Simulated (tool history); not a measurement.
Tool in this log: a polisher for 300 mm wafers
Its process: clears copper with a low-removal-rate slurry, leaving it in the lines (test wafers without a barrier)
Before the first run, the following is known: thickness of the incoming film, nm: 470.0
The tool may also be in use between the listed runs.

run  hour  flow of slurry (ml/min)  pressure of the wafer on the pad (psi)  speed of the pad under the wafer (cm/s)  abrasive content of the slurry  overpolish time after the end point (s)  time until the end point was called (s)  dishing of a wide line in a test structure (Å)
  1   0.0                      270                                     3.8                                      100                             1.0                                       15                                   117.87                                          379.60
  2   3.6                      270                                     3.0                                      100                             1.0                                       15                                   145.80                                          306.18
  3   4.5                      270                                     3.4                                      100                             1.0                                       15                                   130.78                                          341.82
  4   5.4                      270                                     3.4                                      100                             0.9                                       15                                   132.12                                          344.26
  5   8.3                      310                                     3.4                                      100                             0.9                                       15                                   127.55                                          345.45
  6  13.6                      310                                     3.6                                      100                             0.9                                       16                                   124.26                                          372.72
  7  14.2                      310                                     3.8                                      100                             0.9                                       16                                   118.46                                          403.22
  8  21.1                      310                                     4.0                                      100                             0.9                                       16                                   111.62                                          417.70
  9  22.0                      310                                     4.1                                      100                             0.9                                       16                                   110.00                                          415.75
 10  27.2                      310                                     4.2                                      100                             0.9                                       16                                   105.36                                          435.79
 11  30.9                      310                                     4.3                                      100                             0.9                                       16                                   105.30                                          448.14

Run 12 has not been measured yet. What should we expect?
 12  31.4                      310                                     4.4                                      100                             0.9                                       16                                        ?                                               ?

Run 12 yielded time until the end point was called (s) 100.21, dishing of a wide line in a test structure (Å) 453.53.
